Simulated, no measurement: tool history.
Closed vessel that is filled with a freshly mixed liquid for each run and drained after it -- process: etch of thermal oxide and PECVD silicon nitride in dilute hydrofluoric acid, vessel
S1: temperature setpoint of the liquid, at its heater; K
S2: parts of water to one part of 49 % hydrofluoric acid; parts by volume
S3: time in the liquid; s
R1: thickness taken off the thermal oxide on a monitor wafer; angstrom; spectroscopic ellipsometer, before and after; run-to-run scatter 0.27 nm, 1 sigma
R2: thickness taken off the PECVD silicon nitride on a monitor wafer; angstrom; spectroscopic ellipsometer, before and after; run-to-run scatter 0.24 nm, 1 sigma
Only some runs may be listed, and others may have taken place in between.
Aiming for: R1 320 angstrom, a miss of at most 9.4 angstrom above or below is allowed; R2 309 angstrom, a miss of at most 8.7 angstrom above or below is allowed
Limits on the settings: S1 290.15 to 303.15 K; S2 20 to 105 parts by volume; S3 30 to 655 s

{"run": 1, "hour": 0.0, "S1": 295.15, "S2": 55, "S3": 335, "R1": 252.56, "R2": 268.55}
{"run": 2, "hour": 4.0, "S1": 295.15, "S2": 65, "S3": 335, "R1": 209.76, "R2": 229.45}
{"run": 3, "hour": 8.1, "S1": 295.15, "S2": 60, "S3": 330, "R1": 226.93, "R2": 243.5}
{"run": 4, "hour": 16.3, "S1": 293.15, "S2": 60, "S3": 330, "R1": 208.67, "R2": 209.53}
{"run": 5, "hour": 20.8, "S1": 293.15, "S2": 80, "S3": 330, "R1": 154.8, "R2": 161.61}
{"run": 6, "hour": 22.1, "S1": 290.65, "S2": 80, "S3": 330, "R1": 139.13, "R2": 135.32}
{"run": 7, "hour": 27.9, "S1": 291.15, "S2": 70, "S3": 325, "R1": 161.2, "R2": 158.26}
{"run": 8, "hour": 29.3, "S1": 291.65, "S2": 65, "S3": 320, "R1": 174.69, "R2": 172.21}
{"run": 9, "hour": 34.0, "S1": 292.15, "S2": 60, "S3": 315, "R1": 192.31, "R2": 189.95}
{"run": 10, "hour": 35.8, "S1": 292.15, "S2": 55, "S3": 310, "R1": 206.84, "R2": 199.93}
{"run": 11, "hour": 43.0, "S1": 292.65, "S2": 50, "S3": 305, "R1": 231.66, "R2": 226.15}
{"run": 12, "hour": 47.6, "S1": 293.65, "S2": 30, "S3": 290, "R1": 388.39, "R2": 380.39}
{"run": 13, "hour": 57.0, "S1": 293.15, "S2": 35, "S3": 295, "R1": 335.01, "R2": 322.22}

Exercise: of the 4 proposed moves below, exactly one satisfies all targets within the stated allowed misses. Which move is it?
{"run": "A", "hour": 66.4, "S1": 296.15, "S2": 30, "S3": 215, "R1": "?", "R2": "?"}
{"run": "B", "hour": 66.4, "S1": 295.15, "S2": 20, "S3": 155, "R1": "?", "R2": "?"}
{"run": "C", "hour": 66.4, "S1": 294.15, "S2": 45, "S3": 355, "R1": "?", "R2": "?"}
{"run": "D", "hour": 66.4, "S1": 292.65, "S2": 45, "S3": 375, "R1": "?", "R2": "?"}

move=A R1=323.07 R2=335.86
move=B R1=339.2 R2=333.26
move=C R1=320.65 R2=326.15
move=D R1=317.77 R2=310.41
A: meets the target for the result that was furthest off, but another lies outside its allowed miss
B: lands further from the targets than the last run did
C: meets the target for the result that was furthest off, but another lies outside its allowed miss
D: hits every target within its allowed miss
The right move is D.
